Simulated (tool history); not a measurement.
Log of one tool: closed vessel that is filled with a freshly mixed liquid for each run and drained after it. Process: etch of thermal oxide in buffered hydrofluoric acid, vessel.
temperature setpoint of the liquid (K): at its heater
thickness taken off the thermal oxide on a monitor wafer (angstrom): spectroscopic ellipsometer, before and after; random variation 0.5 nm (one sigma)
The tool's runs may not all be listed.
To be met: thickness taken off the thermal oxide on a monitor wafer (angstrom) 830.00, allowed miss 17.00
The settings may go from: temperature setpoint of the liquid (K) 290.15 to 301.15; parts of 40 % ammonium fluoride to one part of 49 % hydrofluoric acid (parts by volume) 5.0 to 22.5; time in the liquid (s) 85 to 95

run	day	temperature setpoint of the liquid (K)	parts of 40 % ammonium fluoride to one part of 49 % hydrofluoric acid (parts by volume)	time in the liquid (s)	thickness taken off the thermal oxide on a monitor wafer (angstrom)
1	0.000	293.15	13.5	85	551.26
2	0.092	294.15	13.5	85	578.87
3	0.296	294.15	13.5	85	586.53
4	0.383	294.15	15.0	85	523.89
5	0.492	295.15	15.0	85	563.22
6	0.867	296.15	15.0	85	589.44
7	1.042	296.65	15.0	85	605.75
8	1.129	297.15	15.0	85	625.75
9	1.317	297.15	15.0	85	629.45
10	1.408	297.15	15.0	85	622.10
11	1.729	297.65	15.0	85	635.64
12	1.783	301.15	13.5	85	860.87

Which of these 4 next moves meets every target?
A	1.838	300.15	13.0	90	?
B	1.838	301.15	14.0	95	?
C	1.838	301.15	14.0	85	?
D	1.838	298.65	12.5	95	?

move	thickness taken off the thermal oxide on a monitor wafer (angstrom)
A	896.68
B	928.51
C	830.77
D	907.29
A: further off than the last run
B: further off than the last run
C: meets every target
D: further off than the last run
The right move is C.
